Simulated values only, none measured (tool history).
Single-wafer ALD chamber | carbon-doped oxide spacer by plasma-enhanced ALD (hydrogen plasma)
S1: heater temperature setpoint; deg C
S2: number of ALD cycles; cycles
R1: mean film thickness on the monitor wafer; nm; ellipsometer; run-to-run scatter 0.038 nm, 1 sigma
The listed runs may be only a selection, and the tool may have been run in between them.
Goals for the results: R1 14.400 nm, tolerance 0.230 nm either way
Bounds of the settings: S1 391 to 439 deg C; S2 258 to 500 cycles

run,hour,S1,S2,R1
1,0.0,415,379,16.945
2,2.8,409,379,17.173
3,9.9,412,366,16.459
4,13.6,412,406,18.194
5,20.3,415,387,17.212
6,23.5,415,368,16.395
7,31.6,418,360,15.872
# hour 41.0: thermocouple changed; heater temperature recalibrated
8,41.0,421,355,15.192

Consider the 4 candidate settings below. Which is the only one whose results all fall within their allowed miss of target?
A,50.4,402,329,?
B,50.4,425,342,?
C,50.4,418,346,?
D,50.4,420,346,?

move,R1
A,14.955
B,14.403
C,14.923
D,14.823
A: nearer than the last run, and not there yet
B: all results in spec
C: nearer than the last run, and not there yet
D: nearer than the last run, and not there yet
So the answer is move B, the one that meets all the targets.

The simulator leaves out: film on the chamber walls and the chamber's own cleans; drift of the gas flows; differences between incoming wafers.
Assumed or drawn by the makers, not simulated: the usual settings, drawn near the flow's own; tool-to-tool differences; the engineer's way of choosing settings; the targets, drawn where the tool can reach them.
